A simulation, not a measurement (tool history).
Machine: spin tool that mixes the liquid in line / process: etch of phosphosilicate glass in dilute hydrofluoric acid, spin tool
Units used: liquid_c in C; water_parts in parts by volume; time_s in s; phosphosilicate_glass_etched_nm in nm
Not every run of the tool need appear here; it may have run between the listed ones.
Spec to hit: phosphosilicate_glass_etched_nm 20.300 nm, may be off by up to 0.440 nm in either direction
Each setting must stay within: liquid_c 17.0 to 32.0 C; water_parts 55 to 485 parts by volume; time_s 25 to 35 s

run	day	liquid_c	water_parts	time_s	phosphosilicate_glass_etched_nm
1	0.000	24.0	270	35	10.387
2	0.275	26.5	270	35	11.370
3	0.379	29.5	270	35	12.605
4	0.592	30.0	250	35	14.266
5	0.938	30.5	235	35	15.777
6	1.012	30.5	170	35	23.425
7	1.071	29.5	170	35	22.779
8	1.433	29.0	170	35	22.187
9	1.558	28.5	170	35	21.818

Which one of the following 5 next-run settings gets every result inside its allowed miss? There is exactly one.
A	1.683	29.0	175	35	?
B	1.683	29.0	145	25	?
C	1.683	30.0	190	35	?
D	1.683	29.5	180	35	?
E	1.683	32.0	210	35	?

move	phosphosilicate_glass_etched_nm
A	21.488
B	19.241
C	20.123
D	21.134
E	19.012
A: moves toward the targets from the last run without getting all of them in spec
B: takes the biggest miss from the last run beyond its target
C: every result lands within tolerance
D: moves toward the targets from the last run without getting all of them in spec
E: takes the biggest miss from the last run beyond its target
Answer: C
